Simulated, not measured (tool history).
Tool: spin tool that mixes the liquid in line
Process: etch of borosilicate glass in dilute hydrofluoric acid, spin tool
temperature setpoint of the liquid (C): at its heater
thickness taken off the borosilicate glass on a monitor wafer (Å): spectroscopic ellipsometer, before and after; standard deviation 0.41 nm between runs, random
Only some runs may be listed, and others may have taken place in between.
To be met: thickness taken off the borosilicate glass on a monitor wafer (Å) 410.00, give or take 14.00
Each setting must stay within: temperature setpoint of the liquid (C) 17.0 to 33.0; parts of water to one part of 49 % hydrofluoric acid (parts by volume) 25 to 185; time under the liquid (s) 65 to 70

run,hour,temperature setpoint of the liquid (C),parts of water to one part of 49 % hydrofluoric acid (parts by volume),time under the liquid (s),thickness taken off the borosilicate glass on a monitor wafer (Å)
1,0.0,25.0,105,65,191.80
2,3.6,25.0,105,65,194.07
3,7.7,25.0,125,65,159.65
4,15.1,27.0,105,65,210.42
5,16.4,27.0,105,65,208.42
6,25.2,27.0,75,65,306.85
7,30.9,28.5,75,65,323.45
8,34.3,28.5,75,65,327.27
9,38.5,30.0,75,65,344.24
10,41.1,31.0,75,65,357.00
11,45.3,33.0,65,65,456.52
12,47.1,32.5,65,65,446.71
13,48.6,32.0,65,65,430.76
14,51.3,31.5,65,65,430.45

Pick the move, out of 5, that brings all results within their allowed miss; only one does.
A,54.0,33.0,70,70,?
B,54.0,32.5,70,70,?
C,54.0,32.5,65,65,?
D,54.0,28.0,55,70,?
E,54.0,30.5,65,65,?

move,thickness taken off the borosilicate glass on a monitor wafer (Å)
A,441.66
B,433.43
C,436.88
D,474.14
E,404.74
A: misses by more than the last run did
B: misses by more than the last run did
C: misses by more than the last run did
D: misses by more than the last run did
E: all results in spec
Move E is the one to make.

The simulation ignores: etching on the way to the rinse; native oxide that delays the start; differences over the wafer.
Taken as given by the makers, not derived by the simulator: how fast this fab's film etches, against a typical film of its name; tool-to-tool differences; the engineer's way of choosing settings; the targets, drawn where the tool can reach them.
